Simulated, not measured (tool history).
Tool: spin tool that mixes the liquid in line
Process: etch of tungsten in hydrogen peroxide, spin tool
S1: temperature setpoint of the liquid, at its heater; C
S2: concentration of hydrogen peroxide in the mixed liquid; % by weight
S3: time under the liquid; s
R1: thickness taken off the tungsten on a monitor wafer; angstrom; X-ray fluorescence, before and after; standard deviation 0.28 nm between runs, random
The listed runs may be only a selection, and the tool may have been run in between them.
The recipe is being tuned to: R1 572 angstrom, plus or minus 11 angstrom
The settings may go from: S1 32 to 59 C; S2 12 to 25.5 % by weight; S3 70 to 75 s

run,day,S1,S2,S3,R1
1,0,43,17.5,70,482.69
2,0.05,43.5,17.5,70,497.98
3,0.308,44,17.5,70,515.21
4,0.646,44.5,17.5,70,537.36
5,0.792,44.5,17.5,70,534
6,0.9,49,17.5,70,700.73
7,1.046,48.5,17.5,70,683.06
8,1.412,48,17.5,70,663.69
9,1.658,47.5,17.5,70,644.49
10,1.717,47,17.5,70,616.44

Consider the 4 candidate settings below. Which is the only one whose results all fall within their allowed miss of target?
A,1.775,44,21.5,70,?
B,1.775,46,18.5,70,?
C,1.775,49.5,16.5,70,?
D,1.775,43.5,18.5,75,?

move,R1
A,573.06
B,603.03
C,707.47
D,551.74
A: every result lands within tolerance
B: moves toward the targets from the last run without getting all of them in spec
C: the biggest miss grows against the last run
D: the result that was furthest off in the last run now lies on the other side of its target
Go with A: it meets all targets.
